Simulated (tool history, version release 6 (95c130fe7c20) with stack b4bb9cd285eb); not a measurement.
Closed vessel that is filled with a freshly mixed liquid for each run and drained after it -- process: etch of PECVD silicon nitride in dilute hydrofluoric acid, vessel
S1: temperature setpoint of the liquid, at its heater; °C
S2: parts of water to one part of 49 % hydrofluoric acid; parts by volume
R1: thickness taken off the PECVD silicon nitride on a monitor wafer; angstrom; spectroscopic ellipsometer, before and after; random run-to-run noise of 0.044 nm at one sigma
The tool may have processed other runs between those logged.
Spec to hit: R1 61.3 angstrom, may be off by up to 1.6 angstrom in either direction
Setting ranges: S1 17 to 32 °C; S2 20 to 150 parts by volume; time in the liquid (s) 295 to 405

Run 1, hour 0: S1 24 °C, S2 85 parts by volume, time in the liquid (s) 405. Result: R1 109.05 angstrom.
Run 2, hour 7.6: S1 20.5 °C, S2 85 parts by volume, time in the liquid (s) 405. Result: R1 87.221 angstrom.
Run 3, hour 15.6: S1 18 °C, S2 85 parts by volume, time in the liquid (s) 405. Result: R1 72.923 angstrom.
Run 4, hour 19.1: S1 20.5 °C, S2 85 parts by volume, time in the liquid (s) 405. Result: R1 87.225 angstrom.
Run 5, hour 24.3: S1 20 °C, S2 85 parts by volume, time in the liquid (s) 405. Result: R1 83.621 angstrom.
Run 6, hour 32.6: S1 20 °C, S2 65 parts by volume, time in the liquid (s) 405. Result: R1 108.35 angstrom.
Run 7, hour 36.8: S1 19.5 °C, S2 70 parts by volume, time in the liquid (s) 405. Result: R1 97.669 angstrom.
Run 8, hour 37.7: S1 17 °C, S2 100 parts by volume, time in the liquid (s) 400. Result: R1 57.596 angstrom.
Run 9, hour 38.7: S1 17.5 °C, S2 100 parts by volume, time in the liquid (s) 400. Result: R1 58.39 angstrom.

Exactly one of the 5 candidate moves below puts every result within its allowed miss. Which one?
Run A, hour 39.7: S1 17 °C, S2 105 parts by volume, time in the liquid (s) 395. Result: R1 ?.
Run B, hour 39.7: S1 17 °C, S2 105 parts by volume, time in the liquid (s) 405. Result: R1 ?.
Run C, hour 39.7: S1 18.5 °C, S2 80 parts by volume, time in the liquid (s) 310. Result: R1 ?.
Run D, hour 39.7: S1 17.5 °C, S2 105 parts by volume, time in the liquid (s) 385. Result: R1 ?.
Run E, hour 39.7: S1 17 °C, S2 100 parts by volume, time in the liquid (s) 395. Result: R1 ?.

move      R1
   A   54.73
   B  56.116
   C  62.074
   D  55.231
   E  57.377
A: the biggest miss grows against the last run
B: the biggest miss grows against the last run
C: hits every target within its allowed miss
D: the biggest miss grows against the last run
E: the biggest miss grows against the last run
Answer: C
